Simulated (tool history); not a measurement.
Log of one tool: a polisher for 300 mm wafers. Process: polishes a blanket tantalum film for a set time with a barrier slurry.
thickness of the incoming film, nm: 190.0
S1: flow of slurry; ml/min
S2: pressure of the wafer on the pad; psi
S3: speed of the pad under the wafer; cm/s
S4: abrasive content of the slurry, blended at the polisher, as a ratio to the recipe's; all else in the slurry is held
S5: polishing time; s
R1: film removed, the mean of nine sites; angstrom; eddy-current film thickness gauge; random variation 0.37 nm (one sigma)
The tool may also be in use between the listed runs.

| run | day | S1 | S2 | S3 | S4 | S5 | R1 |
|---|---|---|---|---|---|---|---|
| 1 | 0.000 | 190 | 1.6 | 112 | 1.0 | 34 | 482.72 |
| 2 | 0.071 | 170 | 1.6 | 112 | 1.0 | 34 | 463.97 |
| 3 | 0.279 | 170 | 1.6 | 124 | 1.0 | 34 | 520.90 |
| 4 | 0.342 | 165 | 1.5 | 124 | 1.0 | 34 | 492.73 |
| 5 | 0.562 | 165 | 1.5 | 124 | 1.0 | 34 | 483.04 |
| 6 | 0.729 | 160 | 1.4 | 124 | 1.0 | 34 | 458.85 |
| 7 | 0.929 | 155 | 1.3 | 124 | 1.0 | 34 | 427.07 |

Forecast run 8:
| 8 | 1.217 | 150 | 1.0 | 124 | 1.0 | 34 | ? |

{"run 8": {"R1": 341.01}}
